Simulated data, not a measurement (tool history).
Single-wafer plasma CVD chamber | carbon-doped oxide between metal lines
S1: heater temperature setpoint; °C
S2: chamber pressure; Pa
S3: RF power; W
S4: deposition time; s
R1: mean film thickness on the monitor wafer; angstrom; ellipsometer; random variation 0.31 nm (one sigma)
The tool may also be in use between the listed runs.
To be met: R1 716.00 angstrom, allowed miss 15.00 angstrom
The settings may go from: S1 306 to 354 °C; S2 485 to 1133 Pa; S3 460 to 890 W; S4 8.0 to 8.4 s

Run 1, hour 0.0: S1 330 °C, S2 809 Pa, S3 675 W, S4 8.4 s. Result: R1 605.49 angstrom.
Run 2, hour 1.5: S1 319 °C, S2 809 Pa, S3 675 W, S4 8.4 s. Result: R1 632.79 angstrom.
Run 3, hour 3.9: S1 319 °C, S2 809 Pa, S3 580 W, S4 8.4 s. Result: R1 544.17 angstrom.
Run 4, hour 7.1: S1 318 °C, S2 817 Pa, S3 595 W, S4 8.4 s. Result: R1 562.63 angstrom.
Run 5, hour 9.5: S1 318 °C, S2 817 Pa, S3 675 W, S4 8.4 s. Result: R1 634.08 angstrom.
Run 6, hour 16.7: S1 318 °C, S2 696 Pa, S3 675 W, S4 8.4 s. Result: R1 615.99 angstrom.
Run 7, hour 18.3: S1 317 °C, S2 719 Pa, S3 680 W, S4 8.4 s. Result: R1 626.93 angstrom.
Run 8, hour 23.2: S1 316 °C, S2 737 Pa, S3 685 W, S4 8.4 s. Result: R1 635.74 angstrom.
Run 9, hour 25.1: S1 315 °C, S2 756 Pa, S3 690 W, S4 8.4 s. Result: R1 645.86 angstrom.
Run 10, hour 30.0: S1 314 °C, S2 772 Pa, S3 695 W, S4 8.4 s. Result: R1 655.58 angstrom.
Run 11, hour 32.9: S1 314 °C, S2 785 Pa, S3 700 W, S4 8.4 s. Result: R1 662.41 angstrom.
Run 12, hour 34.9: S1 314 °C, S2 785 Pa, S3 700 W, S4 8.4 s. Result: R1 658.59 angstrom.
Run 13, hour 42.6: S1 308 °C, S2 848 Pa, S3 780 W, S4 8.4 s. Result: R1 746.76 angstrom.
Run 14, hour 46.4: S1 309 °C, S2 843 Pa, S3 780 W, S4 8.4 s. Result: R1 740.63 angstrom.
Run 15, hour 51.4: S1 309 °C, S2 839 Pa, S3 780 W, S4 8.4 s. Result: R1 741.43 angstrom.
Run 16, hour 58.0: S1 310 °C, S2 835 Pa, S3 780 W, S4 8.4 s. Result: R1 733.35 angstrom.
Run 17, hour 65.8: S1 310 °C, S2 832 Pa, S3 780 W, S4 8.4 s. Result: R1 736.76 angstrom.

5 next moves are on the table. One of them brings every result within its allowed miss. Which?
Run A, hour 73.6: S1 310 °C, S2 832 Pa, S3 740 W, S4 8.2 s. Result: R1 ?.
Run B, hour 73.6: S1 307 °C, S2 815 Pa, S3 805 W, S4 8.4 s. Result: R1 ?.
Run C, hour 73.6: S1 307 °C, S2 885 Pa, S3 785 W, S4 8.0 s. Result: R1 ?.
Run D, hour 73.6: S1 316 °C, S2 657 Pa, S3 870 W, S4 8.4 s. Result: R1 ?.
Run E, hour 73.6: S1 307 °C, S2 863 Pa, S3 785 W, S4 8.4 s. Result: R1 ?.

move      R1
   A  692.06
   B  766.17
   C  721.65
   D  764.20
   E  755.81
A: takes the result that was furthest off past its target
B: further off than the last run
C: meets every target
D: further off than the last run
E: further off than the last run
The right move is C.
